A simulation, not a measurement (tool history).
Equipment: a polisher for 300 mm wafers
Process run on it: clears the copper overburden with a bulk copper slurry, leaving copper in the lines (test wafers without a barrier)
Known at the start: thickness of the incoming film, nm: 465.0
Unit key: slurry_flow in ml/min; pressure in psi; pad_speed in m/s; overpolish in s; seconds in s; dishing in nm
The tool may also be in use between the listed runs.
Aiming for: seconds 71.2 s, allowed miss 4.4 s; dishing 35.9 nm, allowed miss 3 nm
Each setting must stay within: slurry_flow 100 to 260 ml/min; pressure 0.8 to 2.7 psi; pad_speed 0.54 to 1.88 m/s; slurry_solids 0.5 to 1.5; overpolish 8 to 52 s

run    day  slurry_flow  pressure  pad_speed  slurry_solids  overpolish  seconds  dishing
  1      0          165       1.7        1.2              1          26   63.983   86.773
  2   0.15          170       1.4       1.32           1.05          20   69.037   67.637
  3  0.354          190       1.2       1.38            1.2          16   71.357   57.306
  4    0.5          190       1.2       1.38            1.2          22   72.764   67.206
  5  0.871          190       1.2       1.38           1.15          22   72.644   65.337
  6  0.946          190       1.4       1.38           1.15          22    63.57   71.284
  7  1.167          215       1.2       1.44           1.15          17   69.372   60.625
  8  1.333          180       1.1       1.48           1.25          14   75.022   49.378
  9  1.708          160       1.1       1.58            1.3          12    72.16   46.846
 10  2.062          145         1       1.68           1.35          11   77.877   41.789
 11  2.138          135         1       1.74            1.4          10   75.261   42.743
 12   2.25          145       0.9       1.78           1.45           9   81.197   35.072
 13  2.454          150       0.9        1.8           1.45           9   78.989    35.53
 14  2.742          150       0.9       1.82           1.45           9   78.038    36.88

Exactly one of the 4 candidate moves below puts every result within its allowed miss. Which one?
  A  3.029          185       0.8       1.62           1.25          13        ?        ?
  B  3.029          150       0.9        1.7            1.4           8        ?        ?
  C  3.029          120       1.2        1.5           1.35           8        ?        ?
  D  3.029          145       0.8       1.82            1.5          10        ?        ?

move  seconds  dishing
   A   92.418   39.387
   B   79.971   31.414
   C   70.849   35.597
   D   83.696   35.242
A: moves away from the targets compared with the last run
B: moves away from the targets compared with the last run
C: each result inside its tolerance
D: moves away from the targets compared with the last run
The move that meets every target is C.
